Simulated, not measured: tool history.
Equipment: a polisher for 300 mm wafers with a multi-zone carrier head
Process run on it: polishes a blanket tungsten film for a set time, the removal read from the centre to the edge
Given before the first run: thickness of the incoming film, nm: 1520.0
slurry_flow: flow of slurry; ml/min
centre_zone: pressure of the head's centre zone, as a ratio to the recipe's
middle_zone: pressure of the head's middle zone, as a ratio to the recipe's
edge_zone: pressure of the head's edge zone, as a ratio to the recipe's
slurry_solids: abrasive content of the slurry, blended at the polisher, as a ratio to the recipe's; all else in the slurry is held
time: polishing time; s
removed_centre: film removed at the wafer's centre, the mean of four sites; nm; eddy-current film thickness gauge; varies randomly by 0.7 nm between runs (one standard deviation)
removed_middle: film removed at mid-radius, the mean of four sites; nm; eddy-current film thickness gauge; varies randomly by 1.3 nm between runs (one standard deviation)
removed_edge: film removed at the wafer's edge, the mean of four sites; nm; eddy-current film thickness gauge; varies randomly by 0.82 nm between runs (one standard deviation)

{"run": 1, "hour": 0.0, "slurry_flow": 160, "centre_zone": 1.0, "middle_zone": 1.0, "edge_zone": 1.0, "slurry_solids": 1.0, "time": 68, "removed_centre": 263.52, "removed_middle": 259.68, "removed_edge": 261.49}
{"run": 2, "hour": 6.6, "slurry_flow": 140, "centre_zone": 0.96, "middle_zone": 0.93, "edge_zone": 0.96, "slurry_solids": 0.85, "time": 55, "removed_centre": 191.8, "removed_middle": 185.11, "removed_edge": 197.84}
{"run": 3, "hour": 10.8, "slurry_flow": 140, "centre_zone": 1.02, "middle_zone": 0.93, "edge_zone": 0.96, "slurry_solids": 0.85, "time": 55, "removed_centre": 200.41, "removed_middle": 185.55, "removed_edge": 199.27}
{"run": 4, "hour": 13.8, "slurry_flow": 140, "centre_zone": 1.02, "middle_zone": 0.93, "edge_zone": 1.0, "slurry_solids": 0.85, "time": 55, "removed_centre": 201.29, "removed_middle": 185.28, "removed_edge": 199.62}
{"run": 5, "hour": 21.9, "slurry_flow": 130, "centre_zone": 0.99, "middle_zone": 0.89, "edge_zone": 1.0, "slurry_solids": 0.75, "time": 47, "removed_centre": 159.01, "removed_middle": 148.07, "removed_edge": 164.99}
{"run": 6, "hour": 26.9, "slurry_flow": 125, "centre_zone": 0.99, "middle_zone": 0.86, "edge_zone": 1.02, "slurry_solids": 0.65, "time": 42, "removed_centre": 136.31, "removed_middle": 122.39, "removed_edge": 143.47}
{"run": 7, "hour": 32.2, "slurry_flow": 120, "centre_zone": 0.98, "middle_zone": 0.85, "edge_zone": 1.01, "slurry_solids": 0.6, "time": 40, "removed_centre": 125.18, "removed_middle": 112.18, "removed_edge": 132.04}
{"run": 8, "hour": 36.4, "slurry_flow": 115, "centre_zone": 0.96, "middle_zone": 0.84, "edge_zone": 1.0, "slurry_solids": 0.55, "time": 40, "removed_centre": 119.73, "removed_middle": 108.23, "removed_edge": 127.33}
{"run": 9, "hour": 40.5, "slurry_flow": 110, "centre_zone": 0.95, "middle_zone": 0.83, "edge_zone": 1.0, "slurry_solids": 0.55, "time": 40, "removed_centre": 116.0, "removed_middle": 107.78, "removed_edge": 128.07}
{"run": 10, "hour": 41.5, "slurry_flow": 105, "centre_zone": 0.97, "middle_zone": 0.81, "edge_zone": 1.0, "slurry_solids": 0.5, "time": 36, "removed_centre": 103.49, "removed_middle": 91.202, "removed_edge": 111.76}
{"run": 11, "hour": 48.6, "slurry_flow": 115, "centre_zone": 0.96, "middle_zone": 0.81, "edge_zone": 1.01, "slurry_solids": 0.5, "time": 36, "removed_centre": 105.46, "removed_middle": 90.857, "removed_edge": 114.03}
{"run": 12, "hour": 53.0, "slurry_flow": 120, "centre_zone": 0.96, "middle_zone": 0.83, "edge_zone": 1.02, "slurry_solids": 0.5, "time": 36, "removed_centre": 107.66, "removed_middle": 97.662, "removed_edge": 115.01}
{"run": 13, "hour": 57.4, "slurry_flow": 120, "centre_zone": 0.96, "middle_zone": 0.83, "edge_zone": 1.04, "slurry_solids": 0.5, "time": 36, "removed_centre": 106.07, "removed_middle": 93.163, "removed_edge": 116.29}

What does the tool deliver on the next run?
{"run": 14, "hour": 62.4, "slurry_flow": 120, "centre_zone": 0.96, "middle_zone": 0.83, "edge_zone": 1.04, "slurry_solids": 0.5, "time": 36, "removed_centre": "?", "removed_middle": "?", "removed_edge": "?"}

{"run 14": {"removed_centre": 107.57, "removed_middle": 95.532, "removed_edge": 117.12}}
